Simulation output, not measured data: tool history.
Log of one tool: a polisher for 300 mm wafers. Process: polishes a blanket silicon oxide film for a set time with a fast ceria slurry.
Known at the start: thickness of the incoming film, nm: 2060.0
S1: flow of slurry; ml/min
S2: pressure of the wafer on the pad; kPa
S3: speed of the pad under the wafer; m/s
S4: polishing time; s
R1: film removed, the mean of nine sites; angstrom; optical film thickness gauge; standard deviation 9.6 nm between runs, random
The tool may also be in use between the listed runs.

run  hour   S1    S2    S3  S4       R1
  1   0.0  280  16.5  0.92  78  10256.0
  2   4.4  280  16.5  0.78  78   8622.2
  3   5.4  280  16.5  0.60  78   6748.8
  4   7.8  285  18.6  0.64  78   7920.2
  5   8.7  285  18.6  0.42  78   5449.1
  6  17.1  285  20.7  0.52  78   7278.4
  7  24.9  285  22.1  0.60  78   8825.6
  8  33.9  285  22.8  0.66  78  10018.0
  9  42.8  290  23.4  0.70  78  10942.0
 10  51.5  290  24.1  0.72  78  11407.0

Predict the results of run 11:
 11  52.2  315  25.5  0.90  78   ?

For run 11 the tool returned R1 15442.0 angstrom.
